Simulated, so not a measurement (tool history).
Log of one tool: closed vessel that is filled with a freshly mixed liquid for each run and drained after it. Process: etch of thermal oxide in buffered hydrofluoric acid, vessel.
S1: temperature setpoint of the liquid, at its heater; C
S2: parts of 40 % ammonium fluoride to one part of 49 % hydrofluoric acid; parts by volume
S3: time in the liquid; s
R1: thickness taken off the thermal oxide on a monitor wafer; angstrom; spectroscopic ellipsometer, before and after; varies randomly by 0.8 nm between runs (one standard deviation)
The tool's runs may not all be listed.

run	hour	S1	S2	S3	R1
1	0	21	9.5	85	823.91
2	6.2	22	9	85	915.52
3	8.4	22	7	85	1151.7
4	15.6	24	7	85	1276.3
5	20.7	24	7	95	1430.8
# hour 24.6: hydrofluoric acid flow meter replaced
6	24.6	24.5	7	95	1637.3
7	33	25	7	95	1701.6

Run 8 is up next; what results do you expect?
8	35.2	26	7	95	?

Run 8 produced R1 1771.2 angstrom.
